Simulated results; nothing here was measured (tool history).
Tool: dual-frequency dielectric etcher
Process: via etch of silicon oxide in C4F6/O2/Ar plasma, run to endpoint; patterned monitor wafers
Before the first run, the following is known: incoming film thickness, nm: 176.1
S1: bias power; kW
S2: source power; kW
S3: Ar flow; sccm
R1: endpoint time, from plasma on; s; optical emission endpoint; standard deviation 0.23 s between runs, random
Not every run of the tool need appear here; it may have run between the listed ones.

run,hour,S1,S2,S3,R1
1,0.0,0.428,0.300,334,42.789
2,3.9,0.438,0.300,333,42.691
3,4.5,0.438,0.300,298,41.358
4,11.4,0.438,0.320,298,41.085
5,13.1,0.513,0.320,298,39.485
6,13.7,0.516,0.320,297,39.615
7,21.5,0.519,0.320,296,39.531

For run 8, what comes out?
8,27.3,0.521,0.320,295,?

For run 8 the tool returned R1 39.443 s.

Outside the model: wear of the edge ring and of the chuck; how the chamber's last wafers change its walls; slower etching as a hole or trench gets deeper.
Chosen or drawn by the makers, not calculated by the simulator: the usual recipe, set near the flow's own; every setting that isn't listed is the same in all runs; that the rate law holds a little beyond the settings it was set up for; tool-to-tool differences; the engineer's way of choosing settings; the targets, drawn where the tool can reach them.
